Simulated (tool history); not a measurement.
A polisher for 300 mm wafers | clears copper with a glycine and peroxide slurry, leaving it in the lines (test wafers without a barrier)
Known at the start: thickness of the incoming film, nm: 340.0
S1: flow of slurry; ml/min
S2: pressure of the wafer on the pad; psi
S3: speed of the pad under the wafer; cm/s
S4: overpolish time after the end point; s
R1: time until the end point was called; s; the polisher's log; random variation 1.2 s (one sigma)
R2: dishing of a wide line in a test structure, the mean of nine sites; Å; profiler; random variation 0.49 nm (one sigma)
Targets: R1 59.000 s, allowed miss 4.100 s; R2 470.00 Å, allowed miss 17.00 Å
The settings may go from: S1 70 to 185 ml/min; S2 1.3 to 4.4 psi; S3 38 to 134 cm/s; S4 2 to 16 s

{"run": 1, "hour": 0.0, "S1": 120, "S2": 2.8, "S3": 86, "S4": 8, "R1": 75.844, "R2": 249.97}
{"run": 2, "hour": 2.8, "S1": 120, "S2": 2.8, "S3": 86, "S4": 11, "R1": 77.138, "R2": 329.0}
{"run": 3, "hour": 7.1, "S1": 120, "S2": 2.8, "S3": 86, "S4": 7, "R1": 76.225, "R2": 225.25}
{"run": 4, "hour": 15.5, "S1": 110, "S2": 3.0, "S3": 90, "S4": 9, "R1": 73.014, "R2": 295.7}
{"run": 5, "hour": 16.1, "S1": 110, "S2": 3.0, "S3": 98, "S4": 9, "R1": 68.263, "R2": 308.66}
{"run": 6, "hour": 17.8, "S1": 85, "S2": 3.0, "S3": 98, "S4": 9, "R1": 74.251, "R2": 295.05}
{"run": 7, "hour": 22.6, "S1": 85, "S2": 3.3, "S3": 98, "S4": 10, "R1": 65.687, "R2": 336.23}
{"run": 8, "hour": 24.4, "S1": 80, "S2": 3.2, "S3": 116, "S4": 13, "R1": 66.071, "R2": 439.08}
{"run": 9, "hour": 26.7, "S1": 85, "S2": 3.2, "S3": 116, "S4": 13, "R1": 63.608, "R2": 430.11}

Which of these 5 next moves meets every target?
{"run": "A", "hour": 29.0, "S1": 100, "S2": 3.6, "S3": 120, "S4": 13, "R1": "?", "R2": "?"}
{"run": "B", "hour": 29.0, "S1": 85, "S2": 2.9, "S3": 110, "S4": 16, "R1": "?", "R2": "?"}
{"run": "C", "hour": 29.0, "S1": 70, "S2": 3.9, "S3": 110, "S4": 12, "R1": "?", "R2": "?"}
{"run": "D", "hour": 29.0, "S1": 90, "S2": 3.8, "S3": 126, "S4": 13, "R1": "?", "R2": "?"}
{"run": "E", "hour": 29.0, "S1": 105, "S2": 3.4, "S3": 108, "S4": 13, "R1": "?", "R2": "?"}

move=A R1=51.926 R2=491.13
move=B R1=68.879 R2=463.11
move=C R1=57.218 R2=431.87
move=D R1=49.493 R2=508.62
move=E R1=57.366 R2=456.73
A: takes the result that was furthest off past its target
B: brings the result that was furthest off to its target, and leaves another outside
C: as far off as the last run
D: takes the result that was furthest off past its target
E: meets every target
The right move is E.
